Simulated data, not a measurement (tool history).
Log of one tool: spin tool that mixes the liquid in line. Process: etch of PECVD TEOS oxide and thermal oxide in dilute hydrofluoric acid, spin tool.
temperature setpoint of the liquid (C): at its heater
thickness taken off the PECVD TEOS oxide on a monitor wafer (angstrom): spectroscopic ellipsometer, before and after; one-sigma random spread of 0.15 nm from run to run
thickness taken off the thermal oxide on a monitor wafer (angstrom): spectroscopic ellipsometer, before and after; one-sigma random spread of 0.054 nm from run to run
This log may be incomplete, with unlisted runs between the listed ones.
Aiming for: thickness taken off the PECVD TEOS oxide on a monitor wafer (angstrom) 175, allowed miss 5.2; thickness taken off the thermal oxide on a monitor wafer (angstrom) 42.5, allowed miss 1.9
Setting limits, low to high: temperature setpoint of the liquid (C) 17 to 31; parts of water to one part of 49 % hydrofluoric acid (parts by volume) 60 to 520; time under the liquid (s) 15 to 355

run    day  temperature setpoint of the liquid (C)  parts of water to one part of 49 % hydrofluoric acid (parts by volume)  time under the liquid (s)  thickness taken off the PECVD TEOS oxide on a monitor wafer (angstrom)  thickness taken off the thermal oxide on a monitor wafer (angstrom)
  1      0                                      23                                                                     290                        180                                                                  89.342                                                               22.078
  2  0.275                                      24                                                                     275                        180                                                                  97.698                                                               23.772
  3  0.312                                      24                                                                     275                        115                                                                  62.661                                                               14.708
  4  0.446                                      24                                                                     240                        115                                                                  73.687                                                               17.532
  5  0.729                                      24                                                                     275                        115                                                                  62.035                                                               15.265
  6  0.967                                      25                                                                     245                        115                                                                  75.931                                                               18.397
  7  1.017                                      29                                                                     130                        120                                                                  193.84                                                               46.695
  8  1.212                                    28.5                                                                     130                        120                                                                  192.59                                                               45.953
  9  1.529                                    27.5                                                                     130                        120                                                                  183.64                                                                44.45
 10  1.558                                      27                                                                     130                        120                                                                  180.53                                                               45.337
 11  1.612                                      29                                                                     155                        120                                                                  157.42                                                               39.579
 12  1.833                                      28                                                                     130                        120                                                                  189.13                                                                44.61

Which one of the following 4 next-run settings gets every result inside its allowed miss? There is exactly one.
  A  2.054                                      24                                                                      60                         60                                                                       ?                                                                    ?
  B  2.054                                      31                                                                     160                        140                                                                       ?                                                                    ?
  C  2.054                                    27.5                                                                     130                        125                                                                       ?                                                                    ?
  D  2.054                                    28.5                                                                     120                        100                                                                       ?                                                                    ?

move  thickness taken off the PECVD TEOS oxide on a monitor wafer (angstrom)  thickness taken off the thermal oxide on a monitor wafer (angstrom)
   A                                                                  190.39                                                               46.372
   B                                                                  190.68                                                               46.442
   C                                                                  191.82                                                               46.718
   D                                                                  174.84                                                               42.582
A: lands further from the targets than the last run did
B: lands further from the targets than the last run did
C: lands further from the targets than the last run did
D: all results in spec
Answer: D
